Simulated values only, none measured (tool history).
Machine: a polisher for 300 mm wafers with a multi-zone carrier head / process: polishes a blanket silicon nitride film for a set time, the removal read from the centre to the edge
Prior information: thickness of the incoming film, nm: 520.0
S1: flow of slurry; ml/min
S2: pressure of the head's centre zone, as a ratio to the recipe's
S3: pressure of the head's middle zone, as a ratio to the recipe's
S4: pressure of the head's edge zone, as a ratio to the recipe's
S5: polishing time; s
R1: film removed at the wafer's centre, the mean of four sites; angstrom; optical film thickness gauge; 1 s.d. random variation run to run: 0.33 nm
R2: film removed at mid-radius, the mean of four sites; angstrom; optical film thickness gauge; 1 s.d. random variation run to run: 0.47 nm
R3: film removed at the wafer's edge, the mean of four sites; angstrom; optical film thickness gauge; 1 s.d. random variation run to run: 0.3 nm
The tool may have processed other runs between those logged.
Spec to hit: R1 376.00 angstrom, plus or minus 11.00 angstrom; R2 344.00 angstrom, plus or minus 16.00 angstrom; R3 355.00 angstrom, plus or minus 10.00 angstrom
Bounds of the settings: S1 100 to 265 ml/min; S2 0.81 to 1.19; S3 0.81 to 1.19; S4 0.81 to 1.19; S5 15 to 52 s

| run | hour | S1 | S2 | S3 | S4 | S5 | R1 | R2 | R3 |
|---|---|---|---|---|---|---|---|---|---|
| 1 | 0.0 | 170 | 1.00 | 1.00 | 1.00 | 33 | 449.46 | 455.42 | 455.38 |
| 2 | 4.1 | 165 | 1.00 | 0.99 | 0.99 | 32 | 437.63 | 447.18 | 442.07 |
| 3 | 6.8 | 165 | 1.00 | 0.99 | 0.91 | 32 | 436.78 | 450.17 | 419.77 |
| 4 | 11.8 | 180 | 1.00 | 0.99 | 0.91 | 32 | 448.74 | 449.06 | 429.01 |
| 5 | 15.3 | 175 | 1.00 | 0.97 | 0.90 | 32 | 444.38 | 438.30 | 425.14 |
| 6 | 24.3 | 155 | 1.00 | 0.97 | 0.90 | 32 | 442.69 | 429.58 | 411.21 |
| 7 | 27.9 | 150 | 0.99 | 0.96 | 0.89 | 32 | 433.57 | 423.69 | 418.10 |
| 8 | 32.5 | 150 | 0.99 | 0.95 | 0.88 | 32 | 432.98 | 427.58 | 410.48 |
| 9 | 33.1 | 145 | 0.99 | 0.94 | 0.88 | 32 | 423.47 | 409.47 | 412.01 |
| 10 | 34.1 | 145 | 0.99 | 0.94 | 0.88 | 32 | 427.68 | 420.55 | 411.35 |
| 11 | 40.2 | 145 | 0.99 | 0.93 | 0.88 | 32 | 421.31 | 410.51 | 406.43 |

Of the 4 settings listed for the next run, only one would bring every result within its allowed miss of target. Which one?
| A | 46.3 | 135 | 1.02 | 0.90 | 0.90 | 28 | ? | ? | ? |
| B | 46.3 | 195 | 0.84 | 1.12 | 0.81 | 28 | ? | ? | ? |
| C | 46.3 | 160 | 1.01 | 0.82 | 0.93 | 27 | ? | ? | ? |
| D | 46.3 | 135 | 1.03 | 1.10 | 0.81 | 36 | ? | ? | ? |

| move | R1 | R2 | R3 |
|---|---|---|---|
| A | 365.68 | 348.04 | 363.28 |
| B | 348.63 | 443.89 | 360.81 |
| C | 361.82 | 319.91 | 363.32 |
| D | 473.65 | 530.05 | 444.92 |
A: in spec on every target
B: the furthest-off result lands on target, but another misses its tolerance
C: the furthest-off result lands on target, but another misses its tolerance
D: lands further from the targets than the last run did
A is the move that brings every result within its allowed miss.
